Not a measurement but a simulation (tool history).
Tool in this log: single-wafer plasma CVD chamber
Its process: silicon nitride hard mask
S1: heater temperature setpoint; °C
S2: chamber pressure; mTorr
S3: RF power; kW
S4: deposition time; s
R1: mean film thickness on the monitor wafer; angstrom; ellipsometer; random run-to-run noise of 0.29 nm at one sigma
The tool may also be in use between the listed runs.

run  hour   S1    S2     S3    S4      R1
  1     0  390  1680  0.295  52.5  583.12
  2   1.4  390  1850  0.295  52.5  596.41
  3   6.7  390  1880    0.3  52.5  612.61
  4   8.3  390  1920    0.3  52.5  614.27
  5   8.9  390  1950  0.305  52.5  623.87
  6  13.6  390  1950  0.305  54.1  643.14
  7  19.2  390  1980  0.305  54.1  645.05

Run 8, settings as shown, results not yet in. Your forecast:
  8  23.9  390  2000  0.305  54.1   ?

{"run 8": {"R1": 649.53}}
